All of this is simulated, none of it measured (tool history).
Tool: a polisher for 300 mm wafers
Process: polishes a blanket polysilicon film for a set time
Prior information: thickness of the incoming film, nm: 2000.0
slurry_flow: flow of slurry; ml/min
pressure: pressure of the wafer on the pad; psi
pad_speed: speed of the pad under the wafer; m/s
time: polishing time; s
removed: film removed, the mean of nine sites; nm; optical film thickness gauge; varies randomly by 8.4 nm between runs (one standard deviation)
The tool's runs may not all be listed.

run    day  slurry_flow  pressure  pad_speed  time  removed
  1      0          285       3.2       1.22    28   369.32
  2  0.354          285       3.2       1.06    28   316.85
  3  0.546          285       3.5       1.06    28   359.18
  4  0.621          285       3.6       1.08    28   379.37
  5  0.775          285       3.7       1.08    28   381.35
  6  0.858          285       3.8        1.1    28   401.36
  7  0.883          290       4.7       1.32    28   580.04
  8  1.075          290       4.7       1.34    28   586.81

Estimate the outcome of run 9 from the log above:
  9  1.342          290       4.7       1.36    28        ?

removed: 593.84 nm
